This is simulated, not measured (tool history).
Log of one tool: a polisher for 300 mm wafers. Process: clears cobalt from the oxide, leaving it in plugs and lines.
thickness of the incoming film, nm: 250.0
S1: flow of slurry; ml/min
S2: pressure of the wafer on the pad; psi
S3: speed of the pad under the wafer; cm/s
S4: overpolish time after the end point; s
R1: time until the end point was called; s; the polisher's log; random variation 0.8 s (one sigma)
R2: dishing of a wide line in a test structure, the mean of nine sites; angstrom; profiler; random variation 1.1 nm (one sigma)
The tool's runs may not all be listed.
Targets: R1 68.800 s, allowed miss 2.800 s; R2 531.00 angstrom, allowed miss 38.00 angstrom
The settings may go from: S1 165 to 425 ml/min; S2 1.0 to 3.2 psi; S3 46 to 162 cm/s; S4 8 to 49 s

run,hour,S1,S2,S3,S4,R1,R2
1,0.0,275,2.1,104,25,45.397,534.09
2,4.2,275,1.6,104,25,60.824,468.21
3,11.9,275,1.6,104,27,59.639,489.75
4,13.2,275,1.6,104,28,59.094,494.99
5,20.1,230,1.6,104,28,59.796,511.93
6,28.9,230,1.6,126,28,52.221,543.73
7,35.1,230,1.5,126,29,54.383,498.33
8,42.5,225,1.3,104,41,72.583,518.22

4 next moves are on the table. One of them brings every result within its allowed miss. Which?
A,49.9,260,1.8,66,49,?,?
B,49.9,205,1.3,128,36,?,?
C,49.9,290,1.3,108,40,?,?
D,49.9,220,1.2,126,27,?,?

move,R1,R2
A,76.030,551.60
B,62.081,533.98
C,69.058,534.93
D,67.301,466.56
A: further off than the last run
B: takes the result that was furthest off past its target
C: meets every target
D: brings the result that was furthest off to its target, and leaves another outside
Move C is the one to make.
